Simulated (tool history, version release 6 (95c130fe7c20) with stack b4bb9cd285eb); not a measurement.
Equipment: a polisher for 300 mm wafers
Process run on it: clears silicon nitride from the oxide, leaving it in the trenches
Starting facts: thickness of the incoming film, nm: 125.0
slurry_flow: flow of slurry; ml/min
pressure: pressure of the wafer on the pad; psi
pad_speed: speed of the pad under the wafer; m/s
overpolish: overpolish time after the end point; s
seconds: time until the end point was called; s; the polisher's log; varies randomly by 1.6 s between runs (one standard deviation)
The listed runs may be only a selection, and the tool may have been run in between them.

run,hour,slurry_flow,pressure,pad_speed,overpolish,seconds
1,0,200,2.3,1.06,6,168.75
2,7.8,200,2.3,1.26,6,141.91
3,15.4,200,2.3,1.26,6,140.89
4,21.4,200,2.4,1.26,6,134.32
5,24.6,200,2.5,1.26,6,130
6,33.2,200,2.5,0.98,6,166.34
7,36.9,200,2.6,0.98,6,163.01

Run 8 comes next. What will it give?
8,43.4,200,2.7,0.98,6,?

{"run 8": {"seconds": 151.91}}
